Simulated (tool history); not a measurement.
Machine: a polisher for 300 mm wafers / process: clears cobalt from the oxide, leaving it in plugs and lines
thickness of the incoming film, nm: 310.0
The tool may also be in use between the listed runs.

| run | hour | flow of slurry (ml/min) | pressure of the wafer on the pad (kPa) | speed of the pad under the wafer (m/s) | overpolish time after the end point (s) | time until the end point was called (s) | dishing of a wide line in a test structure (nm) |
|---|---|---|---|---|---|---|---|
| 1 | 0.0 | 145 | 10.3 | 1.28 | 24 | 83.578 | 38.559 |
| 2 | 5.3 | 145 | 8.3 | 1.28 | 24 | 102.730 | 34.556 |
| 3 | 10.1 | 145 | 9.7 | 1.32 | 22 | 85.192 | 36.903 |
| 4 | 17.7 | 145 | 9.7 | 1.08 | 22 | 102.930 | 33.994 |
|  | 26.0 | slurry nozzle cleaned |
| 5 | 26.0 | 145 | 11.7 | 1.10 | 21 | 74.002 | 38.199 |
| 6 | 32.7 | 145 | 11.7 | 1.26 | 21 | 67.010 | 37.991 |

Predict the results of run 7:
| 7 | 37.7 | 145 | 12.4 | 1.26 | 22 | ? | ? |

time until the end point was called (s): 61.922
dishing of a wide line in a test structure (nm): 41.058
